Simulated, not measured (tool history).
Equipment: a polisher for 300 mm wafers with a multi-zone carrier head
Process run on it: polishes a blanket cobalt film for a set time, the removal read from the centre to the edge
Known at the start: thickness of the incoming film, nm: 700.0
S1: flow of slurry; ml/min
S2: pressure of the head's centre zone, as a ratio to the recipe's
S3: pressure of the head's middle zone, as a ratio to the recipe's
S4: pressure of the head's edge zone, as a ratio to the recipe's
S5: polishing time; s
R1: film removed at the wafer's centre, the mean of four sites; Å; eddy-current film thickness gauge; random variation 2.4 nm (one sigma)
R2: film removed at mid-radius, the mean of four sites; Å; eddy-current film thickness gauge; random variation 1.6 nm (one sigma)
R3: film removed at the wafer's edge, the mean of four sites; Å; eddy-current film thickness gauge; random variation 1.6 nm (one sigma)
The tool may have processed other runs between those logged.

run    day   S1    S2    S3    S4  S5      R1      R2      R3
  1      0  155     1     1     1  50  1894.8  1922.9    1889
  2  0.204  165     1  1.02  1.02  50  1998.1  1993.7    1946
  3  0.483  175  0.98  1.04  1.03  50  1912.1  2019.5  1954.3
  4  0.621  175  0.94  1.04  1.03  50  1840.7  2017.5  1941.2
  5  0.725  185  0.95  1.06  1.04  50  1880.2  2042.2    1987
  6  1.075  190  0.95  1.08  1.04  50  1904.8  2113.7  1976.4

What will run 7 give?
  7  1.121  235  0.96  1.13  1.14  51   ?   ?   ?

R1: 2048.1 Å
R2: 2299.9 Å
R3: 2167.6 Å
